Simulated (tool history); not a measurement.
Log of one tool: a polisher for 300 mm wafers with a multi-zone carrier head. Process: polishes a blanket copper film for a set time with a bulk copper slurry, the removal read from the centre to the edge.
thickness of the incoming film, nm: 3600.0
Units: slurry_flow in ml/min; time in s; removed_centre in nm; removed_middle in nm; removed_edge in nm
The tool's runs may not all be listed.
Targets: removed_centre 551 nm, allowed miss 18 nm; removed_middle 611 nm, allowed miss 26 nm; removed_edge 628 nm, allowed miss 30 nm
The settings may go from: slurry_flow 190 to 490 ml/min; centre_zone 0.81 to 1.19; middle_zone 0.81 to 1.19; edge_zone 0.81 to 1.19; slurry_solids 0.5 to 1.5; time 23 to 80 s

Run 1, hour 0: slurry_flow 315 ml/min, centre_zone 1, middle_zone 1, edge_zone 1, slurry_solids 1, time 51 s. Result: removed_centre 765.15 nm, removed_middle 778.37 nm, removed_edge 768.7 nm.
Run 2, hour 6.3: slurry_flow 240 ml/min, centre_zone 1, middle_zone 1, edge_zone 1, slurry_solids 1, time 51 s. Result: removed_centre 725.65 nm, removed_middle 724.31 nm, removed_edge 742.83 nm.
Run 3, hour 10.9: slurry_flow 240 ml/min, centre_zone 0.99, middle_zone 1, edge_zone 0.99, slurry_solids 0.95, time 51 s. Result: removed_centre 708.84 nm, removed_middle 729.34 nm, removed_edge 735.58 nm.
Run 4, hour 12.5: slurry_flow 240 ml/min, centre_zone 0.92, middle_zone 1, edge_zone 0.99, slurry_solids 0.95, time 51 s. Result: removed_centre 667.35 nm, removed_middle 716.68 nm, removed_edge 738.16 nm.
Run 5, hour 14.9: slurry_flow 240 ml/min, centre_zone 0.92, middle_zone 1, edge_zone 0.99, slurry_solids 1.15, time 51 s. Result: removed_centre 702.37 nm, removed_middle 760.79 nm, removed_edge 777.07 nm.
Run 6, hour 23.7: slurry_flow 240 ml/min, centre_zone 0.91, middle_zone 1, edge_zone 0.98, slurry_solids 1.1, time 51 s. Result: removed_centre 692.94 nm, removed_middle 747.9 nm, removed_edge 748.19 nm.
Run 7, hour 26.4: slurry_flow 240 ml/min, centre_zone 0.9, middle_zone 1, edge_zone 0.98, slurry_solids 1.05, time 51 s. Result: removed_centre 666.56 nm, removed_middle 739.32 nm, removed_edge 753.38 nm.
Run 8, hour 27.2: slurry_flow 240 ml/min, centre_zone 0.9, middle_zone 0.99, edge_zone 0.97, slurry_solids 1, time 51 s. Result: removed_centre 662.79 nm, removed_middle 728.3 nm, removed_edge 724.45 nm.
Run 9, hour 35.9: slurry_flow 235 ml/min, centre_zone 0.89, middle_zone 0.98, edge_zone 0.97, slurry_solids 0.95, time 51 s. Result: removed_centre 637.82 nm, removed_middle 710.56 nm, removed_edge 718.89 nm.
Run 10, hour 43.3: slurry_flow 235 ml/min, centre_zone 0.89, middle_zone 0.97, edge_zone 0.96, slurry_solids 0.95, time 51 s. Result: removed_centre 639.6 nm, removed_middle 702.68 nm, removed_edge 712.28 nm.
Run 11, hour 45.7: slurry_flow 235 ml/min, centre_zone 0.88, middle_zone 0.96, edge_zone 0.95, slurry_solids 0.95, time 51 s. Result: removed_centre 626.52 nm, removed_middle 706.42 nm, removed_edge 723.81 nm.

Which of these 5 next moves meets every target?
Run A, hour 48.1: slurry_flow 190 ml/min, centre_zone 0.88, middle_zone 0.87, edge_zone 1.04, slurry_solids 1.2, time 52 s. Result: removed_centre ?, removed_middle ?, removed_edge ?.
Run B, hour 48.1: slurry_flow 250 ml/min, centre_zone 0.9, middle_zone 0.93, edge_zone 0.93, slurry_solids 0.8, time 48 s. Result: removed_centre ?, removed_middle ?, removed_edge ?.
Run C, hour 48.1: slurry_flow 215 ml/min, centre_zone 0.93, middle_zone 1.07, edge_zone 0.83, slurry_solids 1.1, time 55 s. Result: removed_centre ?, removed_middle ?, removed_edge ?.
Run D, hour 48.1: slurry_flow 200 ml/min, centre_zone 0.93, middle_zone 1.03, edge_zone 1.05, slurry_solids 1.2, time 41 s. Result: removed_centre ?, removed_middle ?, removed_edge ?.
Run E, hour 48.1: slurry_flow 235 ml/min, centre_zone 1, middle_zone 1.06, edge_zone 0.92, slurry_solids 1.15, time 49 s. Result: removed_centre ?, removed_middle ?, removed_edge ?.

move  removed_centre  removed_middle  removed_edge
   A          650.97          665.25        793.86
   B          583.12          612.26        647.34
   C          730.88          837.04        749.48
   D           549.1          609.68        631.93
   E          719.29          758.02        714.79
A: further off than the last run
B: nearer than the last run, and not there yet
C: further off than the last run
D: meets every target
E: further off than the last run
The right move is D.
